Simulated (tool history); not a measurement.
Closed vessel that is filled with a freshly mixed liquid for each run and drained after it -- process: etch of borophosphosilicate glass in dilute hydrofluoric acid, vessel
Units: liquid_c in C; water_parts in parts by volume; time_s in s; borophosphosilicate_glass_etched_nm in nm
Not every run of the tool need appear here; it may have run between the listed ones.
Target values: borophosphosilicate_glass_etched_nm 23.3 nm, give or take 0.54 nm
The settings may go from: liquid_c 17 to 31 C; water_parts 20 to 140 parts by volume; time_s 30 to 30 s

run  hour  liquid_c  water_parts  time_s  borophosphosilicate_glass_etched_nm
  1     0        23           75      30                               14.206
  2   3.6        23           75      30                               14.294
  3   4.6        24           75      30                               15.066
  4  13.5        26           75      30                               16.172
  5  15.3      26.5           75      30                               16.648
  6    21        27           75      30                               16.741
  7  23.6        31           60      30                               24.867
  8    25        30           60      30                               24.435

4 next moves are on the table. One of them brings every result within its allowed miss. Which?
  A  26.4        28           55      30                                    ?
  B  26.4        31           60      30                                    ?
  C  26.4      30.5           60      30                                    ?
  D  26.4        29           60      30                                    ?

move  borophosphosilicate_glass_etched_nm
   A                               24.655
   B                               25.225
   C                               24.742
   D                               23.338
A: the biggest miss grows against the last run
B: the biggest miss grows against the last run
C: the biggest miss grows against the last run
D: every result within its allowed miss
Answer: D

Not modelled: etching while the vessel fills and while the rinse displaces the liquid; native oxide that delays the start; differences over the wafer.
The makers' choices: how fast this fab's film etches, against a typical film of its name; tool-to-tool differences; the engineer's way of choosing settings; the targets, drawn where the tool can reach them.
